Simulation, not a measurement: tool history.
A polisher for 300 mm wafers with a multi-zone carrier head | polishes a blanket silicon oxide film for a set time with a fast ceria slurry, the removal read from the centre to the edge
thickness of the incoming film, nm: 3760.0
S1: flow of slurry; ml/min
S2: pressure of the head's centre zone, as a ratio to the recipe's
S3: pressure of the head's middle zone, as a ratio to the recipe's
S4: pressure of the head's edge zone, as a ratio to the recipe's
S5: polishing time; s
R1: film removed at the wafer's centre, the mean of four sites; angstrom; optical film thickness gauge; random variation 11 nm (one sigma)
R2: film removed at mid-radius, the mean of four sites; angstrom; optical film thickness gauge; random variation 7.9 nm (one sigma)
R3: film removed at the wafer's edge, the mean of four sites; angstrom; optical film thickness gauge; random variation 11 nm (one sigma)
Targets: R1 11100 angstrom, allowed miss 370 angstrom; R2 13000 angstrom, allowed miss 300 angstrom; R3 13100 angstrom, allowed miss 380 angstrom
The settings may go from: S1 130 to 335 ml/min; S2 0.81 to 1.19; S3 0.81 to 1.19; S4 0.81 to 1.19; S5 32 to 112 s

run	hour	S1	S2	S3	S4	S5	R1	R2	R3
1	0	215	1	1	1	72	10944	10821	10758
2	3.5	250	1	1	1	72	11083	10936	11006
3	11.6	250	1	1.05	1	72	10937	11580	11201
4	16.6	250	0.96	1.05	1	72	10659	11494	10979
5	21.7	250	1.04	1.05	1	72	11725	11486	10961
6	23.9	260	1.02	1.06	1.03	72	11375	11758	11266
7	25.7	265	1.01	1.06	1.06	73	11480	11804	11493
8	30.1	270	0.99	1.06	1.08	74	11650	11950	11827
9	35.2	275	0.97	1.07	1.1	74	11269	12168	11914
10	37.1	280	0.96	1.07	1.11	75	11276	12149	12184
11	43.7	285	0.95	1.08	1.12	75	11188	12384	12214

4 next moves are on the table. One of them brings every result within its allowed miss. Which?
A	50.3	280	1.02	1.18	1.13	76	?	?	?
B	50.3	335	0.88	1.08	1.15	78	?	?	?
C	50.3	315	0.89	1.11	1.12	80	?	?	?
D	50.3	295	0.84	1.01	1.18	77	?	?	?

move	R1	R2	R3
A	12137	13616	12678
B	10940	13192	13329
C	11280	13773	13422
D	10161	12154	13222
A: further off than the last run
B: meets every target
C: brings the result that was furthest off to its target, and leaves another outside
D: brings the result that was furthest off to its target, and leaves another outside
The right move is B.
